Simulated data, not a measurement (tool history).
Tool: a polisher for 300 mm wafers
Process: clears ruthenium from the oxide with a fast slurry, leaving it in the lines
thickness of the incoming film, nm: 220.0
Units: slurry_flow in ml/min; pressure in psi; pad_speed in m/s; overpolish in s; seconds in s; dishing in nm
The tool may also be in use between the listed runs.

run	hour	slurry_flow	pressure	pad_speed	slurry_solids	overpolish	seconds	dishing
1	0	165	2.5	1.06	1	25	47.879	94.658
2	8.6	165	2.5	1.06	1	33	47.973	113.98
3	11.4	170	2.4	1.06	1	28	49.008	98.723
4	13.9	170	2.4	1.06	1.2	28	45.744	104.47
5	14.5	175	2.2	1.04	1.2	25	51.977	87.621
6	17.2	175	2.2	0.88	1.2	25	60.385	79.58
7	23.8	175	2.2	0.88	1.2	22	61.072	69.603
8	28.6	175	2.2	0.88	1.2	20	60.734	63.259
9	35.8	175	2.2	0.88	1.2	19	61.381	61.076

Run 10 comes next. What will it give?
10	41.3	175	2.2	0.88	1.2	18	?	?

{"run 10": {"seconds": 59.545, "dishing": 59.39}}

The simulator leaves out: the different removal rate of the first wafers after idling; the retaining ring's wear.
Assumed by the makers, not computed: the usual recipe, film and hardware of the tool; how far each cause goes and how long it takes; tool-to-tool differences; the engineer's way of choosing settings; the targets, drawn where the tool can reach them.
